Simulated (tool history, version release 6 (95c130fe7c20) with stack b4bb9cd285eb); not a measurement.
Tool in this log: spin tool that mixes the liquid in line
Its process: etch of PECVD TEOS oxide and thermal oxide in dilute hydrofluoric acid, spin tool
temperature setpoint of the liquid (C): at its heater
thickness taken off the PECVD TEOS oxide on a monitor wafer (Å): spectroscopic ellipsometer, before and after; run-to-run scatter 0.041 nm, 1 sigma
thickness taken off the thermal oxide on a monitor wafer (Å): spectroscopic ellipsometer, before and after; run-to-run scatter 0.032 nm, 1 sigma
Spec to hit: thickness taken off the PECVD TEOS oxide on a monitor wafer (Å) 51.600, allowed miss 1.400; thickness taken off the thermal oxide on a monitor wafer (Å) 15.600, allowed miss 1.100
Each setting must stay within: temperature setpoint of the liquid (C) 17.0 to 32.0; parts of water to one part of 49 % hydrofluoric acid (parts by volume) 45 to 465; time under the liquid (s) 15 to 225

run,day,temperature setpoint of the liquid (C),parts of water to one part of 49 % hydrofluoric acid (parts by volume),time under the liquid (s),thickness taken off the PECVD TEOS oxide on a monitor wafer (Å),thickness taken off the thermal oxide on a monitor wafer (Å)
1,0.000,24.0,255,115,57.010,17.442
2,0.254,23.5,255,115,56.175,17.289
3,0.417,23.5,255,85,41.573,12.348
4,0.479,23.5,180,85,63.282,18.852
5,0.642,23.5,255,85,41.286,12.466
6,0.704,20.5,255,85,37.542,11.243
7,0.758,24.5,245,85,45.287,13.316
8,0.925,25.0,245,85,45.899,13.977
9,1.292,25.5,245,85,46.583,14.047
10,1.454,25.5,245,85,47.694,14.332
11,1.788,26.0,245,85,47.611,14.562
12,1.812,26.5,245,85,48.434,15.262

5 candidate next runs follow, results not yet known. Just one meets every target within its allowed miss. Identify it.
A,1.838,28.5,260,90,?,?
B,1.838,26.0,210,80,?,?
C,1.838,30.0,210,60,?,?
D,1.838,24.5,310,120,?,?
E,1.838,29.0,320,100,?,?

move,thickness taken off the PECVD TEOS oxide on a monitor wafer (Å),thickness taken off the thermal oxide on a monitor wafer (Å)
A,51.051,15.612
B,54.445,16.650
C,46.989,14.370
D,47.307,14.467
E,43.905,13.427
A: every result lands within tolerance
B: carries the result that was furthest off beyond its target, to the other side
C: lands further from the targets than the last run did
D: lands further from the targets than the last run did
E: lands further from the targets than the last run did
Go with A: it meets all targets.
